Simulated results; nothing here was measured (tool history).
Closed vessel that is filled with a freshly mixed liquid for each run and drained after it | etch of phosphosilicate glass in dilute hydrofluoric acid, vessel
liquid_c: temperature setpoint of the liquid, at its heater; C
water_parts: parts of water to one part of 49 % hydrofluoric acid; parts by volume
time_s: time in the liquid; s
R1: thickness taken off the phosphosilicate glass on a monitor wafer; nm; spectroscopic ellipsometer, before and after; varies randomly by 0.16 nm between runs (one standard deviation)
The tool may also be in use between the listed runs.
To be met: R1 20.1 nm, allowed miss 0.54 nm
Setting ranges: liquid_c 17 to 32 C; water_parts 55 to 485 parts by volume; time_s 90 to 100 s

Run 1, day 0: liquid_c 24 C, water_parts 270 parts by volume, time_s 90 s. Result: R1 25.143 nm.
Run 2, day 0.179: liquid_c 26 C, water_parts 270 parts by volume, time_s 90 s. Result: R1 26.362 nm.
Run 3, day 0.425: liquid_c 26 C, water_parts 180 parts by volume, time_s 90 s. Result: R1 44.711 nm.
Run 4, day 0.646: liquid_c 28 C, water_parts 180 parts by volume, time_s 90 s. Result: R1 47.67 nm.
Run 5, day 0.992: liquid_c 28 C, water_parts 180 parts by volume, time_s 90 s. Result: R1 47.241 nm.
Run 6, day 1.321: liquid_c 26 C, water_parts 200 parts by volume, time_s 90 s. Result: R1 39.057 nm.
Run 7, day 1.675: liquid_c 22 C, water_parts 275 parts by volume, time_s 90 s. Result: R1 22.741 nm.
Run 8, day 2.025: liquid_c 21.5 C, water_parts 275 parts by volume, time_s 90 s. Result: R1 22.302 nm.
Run 9, day 2.238: liquid_c 21 C, water_parts 275 parts by volume, time_s 90 s. Result: R1 21.937 nm.
Run 10, day 2.596: liquid_c 20.5 C, water_parts 275 parts by volume, time_s 90 s. Result: R1 21.423 nm.
Run 11, day 2.696: liquid_c 20 C, water_parts 275 parts by volume, time_s 90 s. Result: R1 21.306 nm.
Run 12, day 2.867: liquid_c 19.5 C, water_parts 275 parts by volume, time_s 90 s. Result: R1 20.887 nm.

Which of these 5 next moves meets every target?
Run A, day 3.038: liquid_c 17 C, water_parts 260 parts by volume, time_s 90 s. Result: R1 ?.
Run B, day 3.038: liquid_c 18.5 C, water_parts 260 parts by volume, time_s 95 s. Result: R1 ?.
Run C, day 3.038: liquid_c 19.5 C, water_parts 290 parts by volume, time_s 100 s. Result: R1 ?.
Run D, day 3.038: liquid_c 20.5 C, water_parts 280 parts by volume, time_s 95 s. Result: R1 ?.
Run E, day 3.038: liquid_c 17 C, water_parts 270 parts by volume, time_s 100 s. Result: R1 ?.

move      R1
   A   20.28
   B  22.673
   C  21.628
   D  22.278
   E  21.513
A: meets every target
B: moves away from the targets compared with the last run
C: moves away from the targets compared with the last run
D: moves away from the targets compared with the last run
E: moves away from the targets compared with the last run
The move that meets every target is A.
